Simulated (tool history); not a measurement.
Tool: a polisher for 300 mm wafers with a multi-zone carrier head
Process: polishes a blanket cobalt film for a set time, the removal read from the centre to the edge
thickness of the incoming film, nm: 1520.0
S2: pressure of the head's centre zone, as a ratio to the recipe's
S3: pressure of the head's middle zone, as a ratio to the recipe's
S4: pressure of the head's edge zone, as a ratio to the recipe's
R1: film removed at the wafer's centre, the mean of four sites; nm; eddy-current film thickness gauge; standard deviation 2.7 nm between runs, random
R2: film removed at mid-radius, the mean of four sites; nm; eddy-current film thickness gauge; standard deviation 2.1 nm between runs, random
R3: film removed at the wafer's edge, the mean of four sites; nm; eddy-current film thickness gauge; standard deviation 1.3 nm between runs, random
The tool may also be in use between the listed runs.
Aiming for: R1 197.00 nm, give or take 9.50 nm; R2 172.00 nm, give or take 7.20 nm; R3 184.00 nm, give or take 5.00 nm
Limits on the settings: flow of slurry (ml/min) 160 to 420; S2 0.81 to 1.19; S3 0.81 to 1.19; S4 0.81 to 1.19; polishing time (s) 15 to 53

{"run": 1, "hour": 0.0, "flow of slurry (ml/min)": 270, "S2": 1.0, "S3": 1.0, "S4": 1.0, "polishing time (s)": 34, "R1": 150.45, "R2": 148.38, "R3": 150.1}
{"run": 2, "hour": 3.6, "flow of slurry (ml/min)": 270, "S2": 1.04, "S3": 1.0, "S4": 1.0, "polishing time (s)": 34, "R1": 156.03, "R2": 149.7, "R3": 150.08}
{"run": 3, "hour": 11.2, "flow of slurry (ml/min)": 280, "S2": 1.07, "S3": 1.0, "S4": 1.05, "polishing time (s)": 35, "R1": 164.61, "R2": 153.9, "R3": 159.34}
{"run": 4, "hour": 18.4, "flow of slurry (ml/min)": 280, "S2": 1.11, "S3": 1.0, "S4": 1.05, "polishing time (s)": 35, "R1": 174.64, "R2": 153.8, "R3": 157.38}
{"run": 5, "hour": 21.2, "flow of slurry (ml/min)": 290, "S2": 1.12, "S3": 1.01, "S4": 1.09, "polishing time (s)": 36, "R1": 175.76, "R2": 164.45, "R3": 165.3}
{"run": 6, "hour": 29.0, "flow of slurry (ml/min)": 290, "S2": 1.12, "S3": 1.01, "S4": 1.04, "polishing time (s)": 36, "R1": 182.41, "R2": 160.61, "R3": 162.94}
{"run": 7, "hour": 30.5, "flow of slurry (ml/min)": 300, "S2": 1.13, "S3": 1.0, "S4": 1.07, "polishing time (s)": 37, "R1": 187.48, "R2": 160.9, "R3": 169.52}
{"run": 8, "hour": 37.2, "flow of slurry (ml/min)": 305, "S2": 1.14, "S3": 1.0, "S4": 1.09, "polishing time (s)": 38, "R1": 195.94, "R2": 168.61, "R3": 175.75}
{"run": 9, "hour": 40.2, "flow of slurry (ml/min)": 310, "S2": 1.14, "S3": 1.0, "S4": 1.11, "polishing time (s)": 38, "R1": 194.02, "R2": 170.79, "R3": 176.06}

Which of these 5 next moves meets every target?
{"run": "A", "hour": 43.2, "flow of slurry (ml/min)": 280, "S2": 1.07, "S3": 0.93, "S4": 1.03, "polishing time (s)": 41, "R1": "?", "R2": "?", "R3": "?"}
{"run": "B", "hour": 43.2, "flow of slurry (ml/min)": 260, "S2": 1.15, "S3": 1.05, "S4": 1.07, "polishing time (s)": 37, "R1": "?", "R2": "?", "R3": "?"}
{"run": "C", "hour": 43.2, "flow of slurry (ml/min)": 280, "S2": 1.06, "S3": 0.98, "S4": 0.96, "polishing time (s)": 40, "R1": "?", "R2": "?", "R3": "?"}
{"run": "D", "hour": 43.2, "flow of slurry (ml/min)": 325, "S2": 1.17, "S3": 1.13, "S4": 1.1, "polishing time (s)": 37, "R1": "?", "R2": "?", "R3": "?"}
{"run": "E", "hour": 43.2, "flow of slurry (ml/min)": 290, "S2": 1.18, "S3": 1.06, "S4": 1.09, "polishing time (s)": 38, "R1": "?", "R2": "?", "R3": "?"}

move=A R1=195.11 R2=171.02 R3=183.80
move=B R1=187.99 R2=169.65 R3=167.84
move=C R1=188.62 R2=174.36 R3=173.23
move=D R1=195.75 R2=184.32 R3=172.66
move=E R1=200.46 R2=177.45 R3=175.34
A: each result inside its tolerance
B: moves away from the targets compared with the last run
C: moves away from the targets compared with the last run
D: moves away from the targets compared with the last run
E: moves away from the targets compared with the last run
The right move is A.
